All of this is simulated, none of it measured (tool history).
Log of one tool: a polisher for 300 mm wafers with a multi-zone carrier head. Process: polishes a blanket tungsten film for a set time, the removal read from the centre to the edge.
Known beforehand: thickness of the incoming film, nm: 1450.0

run	hour	flow of slurry (ml/min)	pressure of the head's centre zone	pressure of the head's middle zone	pressure of the head's edge zone	abrasive content of the slurry	polishing time (s)	film removed at the wafer's centre (angstrom)	film removed at mid-radius (angstrom)	film removed at the wafer's edge (angstrom)
1	0.0	265	1.00	1.00	1.00	1.00	52	2940.0	2898.0	3031.0
2	4.8	265	1.00	1.00	0.97	1.00	52	2974.6	2951.0	2996.0
3	7.3	265	1.00	1.00	0.97	1.00	42	2317.1	2342.4	2418.2
4	15.9	265	1.00	1.00	1.05	1.00	42	2377.6	2387.3	2506.2
5	22.2	265	1.00	1.00	1.05	1.00	52	2896.2	2920.3	3134.3
6	28.8	265	1.00	1.00	1.05	1.00	62	3436.4	3525.9	3751.4
7	29.6	265	1.01	0.99	1.07	1.10	63	3623.4	3614.6	3902.4
8	33.3	265	1.01	0.98	1.09	1.15	65	3867.2	3804.4	4123.1
9	38.9	265	1.00	0.97	1.11	1.20	66	3834.8	3833.2	4211.7
10	47.8	265	1.00	0.96	1.12	1.25	67	3938.6	3906.8	4414.0
11	55.4	270	1.00	0.96	1.13	1.30	67	4016.0	3913.6	4491.4
12	62.6	280	1.00	0.97	1.14	1.35	67	4061.2	4058.8	4557.8
13	69.1	285	1.00	0.97	1.15	1.40	67	4149.1	4120.8	4609.9

Run 14 is up next; what results do you expect?
14	76.2	290	1.00	0.97	1.16	1.40	67	?	?	?

Run 14 gave film removed at the wafer's centre (angstrom) 4152.7, film removed at mid-radius (angstrom) 4083.2, film removed at the wafer's edge (angstrom) 4681.3.

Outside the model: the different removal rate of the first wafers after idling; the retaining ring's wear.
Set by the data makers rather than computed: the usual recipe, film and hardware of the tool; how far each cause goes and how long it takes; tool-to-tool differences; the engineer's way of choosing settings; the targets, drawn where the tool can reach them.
